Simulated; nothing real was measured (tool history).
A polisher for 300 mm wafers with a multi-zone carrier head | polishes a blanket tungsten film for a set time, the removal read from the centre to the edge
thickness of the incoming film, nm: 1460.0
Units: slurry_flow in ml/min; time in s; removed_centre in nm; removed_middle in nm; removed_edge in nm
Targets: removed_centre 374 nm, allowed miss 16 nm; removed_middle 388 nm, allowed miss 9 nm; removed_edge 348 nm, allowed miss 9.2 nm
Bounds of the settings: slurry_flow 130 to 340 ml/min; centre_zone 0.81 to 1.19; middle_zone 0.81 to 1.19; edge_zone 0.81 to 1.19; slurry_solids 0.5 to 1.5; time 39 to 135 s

run,hour,slurry_flow,centre_zone,middle_zone,edge_zone,slurry_solids,time,removed_centre,removed_middle,removed_edge
1,0,220,1,1,1,1,87,266.39,269,263.84
2,3.1,220,1,1,0.93,1,87,269.54,271.49,253.95
3,8.1,230,1.01,1.02,0.95,1.05,88,278.87,280.65,264.33
4,15.5,230,0.98,1.02,0.95,1.05,88,272.1,283.04,262.92
5,18.7,235,0.99,1.04,0.97,1.1,89,280.92,295.16,272.22
6,26.5,235,0.99,1.04,0.97,0.95,89,269.28,281.69,266.08
7,33.5,240,1,1.06,0.99,1.05,90,281.09,298,275.65
8,35.7,245,1.01,1.07,1.01,1.1,91,294.48,311.49,291.48
9,39.9,250,1.03,1.09,1.02,1.15,91,301.75,320.42,297.23
10,42.4,250,1.03,1.09,1.02,1.15,91,304.33,324.18,293.55
11,50.1,255,1.05,1.1,1.04,1.2,91,310.84,329.35,302.49
12,58.1,260,1.07,1.11,1.05,1.25,91,324.25,337.09,307.7

Which of these 4 next moves meets every target?
A,66.1,220,1.12,1.15,1.05,1.35,101,?,?,?
B,66.1,290,1.08,1.08,1.07,1.1,116,?,?,?
C,66.1,245,0.95,1.08,1.14,1.05,105,?,?,?
D,66.1,320,1.17,0.84,1.08,1.3,97,?,?,?

move,removed_centre,removed_middle,removed_edge
A,371.09,381.82,343.63
B,400.79,402.41,383.22
C,313.44,352.81,348.29
D,381.93,289.57,342.43
A: meets every target
B: takes the result that was furthest off past its target
C: nearer than the last run, and not there yet
D: further off than the last run
Move A is the one to make.

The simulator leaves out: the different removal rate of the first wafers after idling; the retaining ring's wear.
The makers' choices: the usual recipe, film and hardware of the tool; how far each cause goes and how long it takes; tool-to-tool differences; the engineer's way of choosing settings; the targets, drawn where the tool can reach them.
